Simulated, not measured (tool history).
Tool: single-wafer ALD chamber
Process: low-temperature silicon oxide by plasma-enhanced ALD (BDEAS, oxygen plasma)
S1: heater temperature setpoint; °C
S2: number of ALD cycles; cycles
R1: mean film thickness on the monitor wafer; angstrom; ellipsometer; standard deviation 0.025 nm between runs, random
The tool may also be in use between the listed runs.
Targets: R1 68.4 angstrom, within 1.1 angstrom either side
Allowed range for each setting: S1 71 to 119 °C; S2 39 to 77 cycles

{"run": 1, "hour": 0.0, "S1": 95, "S2": 58, "R1": 80.139}
{"run": 2, "hour": 7.5, "S1": 100, "S2": 56, "R1": 75.981}
{"run": 3, "hour": 8.9, "S1": 100, "S2": 52, "R1": 70.137}
{"run": 4, "hour": 11.1, "S1": 102, "S2": 52, "R1": 70.641}
{"run": 5, "hour": 19.0, "S1": 103, "S2": 52, "R1": 70.906}
{"run": 6, "hour": 27.3, "S1": 103, "S2": 47, "R1": 63.675}
{"run": 7, "hour": 35.2, "S1": 101, "S2": 48, "R1": 64.785}
{"run": 8, "hour": 42.4, "S1": 101, "S2": 48, "R1": 65.257}
{"run": 9, "hour": 48.1, "S1": 100, "S2": 49, "R1": 66.628}
{"run": 10, "hour": 54.5, "S1": 99, "S2": 49, "R1": 66.819}
{"run": 11, "hour": 58.0, "S1": 98, "S2": 49, "R1": 67.257}
{"run": 12, "hour": 66.1, "S1": 97, "S2": 49, "R1": 67.447}

Of the 5 settings listed for the next run, only one would bring every result within its allowed miss of target. Which one?
{"run": "A", "hour": 74.2, "S1": 104, "S2": 51, "R1": "?"}
{"run": "B", "hour": 74.2, "S1": 96, "S2": 47, "R1": "?"}
{"run": "C", "hour": 74.2, "S1": 103, "S2": 49, "R1": "?"}
{"run": "D", "hour": 74.2, "S1": 92, "S2": 47, "R1": "?"}
{"run": "E", "hour": 74.2, "S1": 96, "S2": 48, "R1": "?"}

move=A R1=68.95
move=B R1=64.9
move=C R1=66.363
move=D R1=65.793
move=E R1=66.281
A: every result lands within tolerance
B: its largest miss is bigger than the last run's
C: its largest miss is bigger than the last run's
D: its largest miss is bigger than the last run's
E: its largest miss is bigger than the last run's
Move A is the one to make.

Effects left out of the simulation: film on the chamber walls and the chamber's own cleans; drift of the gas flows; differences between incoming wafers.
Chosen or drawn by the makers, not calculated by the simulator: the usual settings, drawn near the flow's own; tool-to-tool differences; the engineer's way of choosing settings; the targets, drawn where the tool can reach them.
